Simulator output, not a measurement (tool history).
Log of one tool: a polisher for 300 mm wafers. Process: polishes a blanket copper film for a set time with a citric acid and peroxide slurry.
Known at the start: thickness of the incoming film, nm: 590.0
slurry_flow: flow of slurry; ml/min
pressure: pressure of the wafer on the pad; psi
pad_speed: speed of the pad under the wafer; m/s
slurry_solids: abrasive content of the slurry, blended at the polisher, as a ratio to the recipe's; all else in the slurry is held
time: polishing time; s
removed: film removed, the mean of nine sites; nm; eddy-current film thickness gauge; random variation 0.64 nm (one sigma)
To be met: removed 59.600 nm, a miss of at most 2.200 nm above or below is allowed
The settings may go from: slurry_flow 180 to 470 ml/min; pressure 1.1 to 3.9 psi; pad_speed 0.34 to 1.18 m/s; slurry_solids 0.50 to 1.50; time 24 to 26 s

run	day	slurry_flow	pressure	pad_speed	slurry_solids	time	removed
1	0.000	300	2.5	0.76	1.00	26	35.548
2	0.129	330	2.5	0.76	1.00	26	36.618
3	0.292	285	2.5	0.76	1.00	26	35.829
4	0.504	285	1.9	0.76	1.00	26	27.235
5	0.767	290	2.3	0.76	1.00	26	33.096
6	0.900	290	2.3	0.90	1.00	26	36.225
7	1.029	295	2.6	0.90	1.00	26	41.672
8	1.133	300	2.8	0.90	1.00	26	45.594
9	1.175	305	2.9	0.90	1.00	26	45.688
10	1.312	305	3.1	0.90	1.00	26	48.451
11	1.396	315	3.2	0.90	1.00	26	49.376
12	1.617	315	3.3	0.90	1.00	26	51.538

Of the 4 settings listed for the next run, only one would bring every result within its allowed miss of target. Which one?
A	1.838	300	3.2	0.78	0.80	26	?
B	1.838	370	3.5	1.08	1.05	26	?
C	1.838	385	2.9	0.96	0.85	24	?
D	1.838	405	3.6	0.90	1.40	25	?

move	removed
A	43.782
B	64.186
C	43.559
D	60.282
A: the biggest miss grows against the last run
B: carries the result that was furthest off beyond its target, to the other side
C: the biggest miss grows against the last run
D: each result inside its tolerance
The right move is D.
